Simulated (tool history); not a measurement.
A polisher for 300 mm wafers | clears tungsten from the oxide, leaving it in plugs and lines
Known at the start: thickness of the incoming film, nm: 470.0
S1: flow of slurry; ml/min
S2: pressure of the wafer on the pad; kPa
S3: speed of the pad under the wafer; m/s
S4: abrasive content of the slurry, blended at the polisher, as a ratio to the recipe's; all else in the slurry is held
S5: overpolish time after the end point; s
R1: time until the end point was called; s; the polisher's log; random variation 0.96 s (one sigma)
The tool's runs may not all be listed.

Run 1, hour 0: S1 245 ml/min, S2 17.2 kPa, S3 1.04 m/s, S4 1, S5 5 s. Result: R1 137.9 s.
Run 2, hour 4.6: S1 245 ml/min, S2 18.6 kPa, S3 1.04 m/s, S4 1, S5 5 s. Result: R1 125.92 s.
Run 3, hour 6.5: S1 245 ml/min, S2 21.4 kPa, S3 1.04 m/s, S4 1, S5 5 s. Result: R1 108.87 s.
Run 4, hour 10.4: S1 245 ml/min, S2 21.4 kPa, S3 1.04 m/s, S4 0.9, S5 5 s. Result: R1 111.59 s.
Run 5, hour 17: S1 205 ml/min, S2 21.4 kPa, S3 1.04 m/s, S4 0.9, S5 5 s. Result: R1 117.32 s.
Run 6, hour 18.6: S1 205 ml/min, S2 21.4 kPa, S3 0.8 m/s, S4 0.9, S5 5 s. Result: R1 145.46 s.
Run 7, hour 27.5: S1 230 ml/min, S2 22.8 kPa, S3 0.8 m/s, S4 0.9, S5 5 s. Result: R1 136.3 s.
Run 8, hour 28.5: S1 235 ml/min, S2 24.1 kPa, S3 0.82 m/s, S4 0.9, S5 5 s. Result: R1 126.67 s.
Run 9, hour 36.1: S1 235 ml/min, S2 24.8 kPa, S3 0.86 m/s, S4 0.9, S5 5 s. Result: R1 117.16 s.
Run 10, hour 42.2: S1 235 ml/min, S2 25.5 kPa, S3 0.88 m/s, S4 0.9, S5 5 s. Result: R1 112.74 s.

Forecast run 11:
Run 11, hour 47: S1 235 ml/min, S2 25.5 kPa, S3 0.88 m/s, S4 0.9, S5 5 s. Result: R1 ?.

R1: 112.79 s
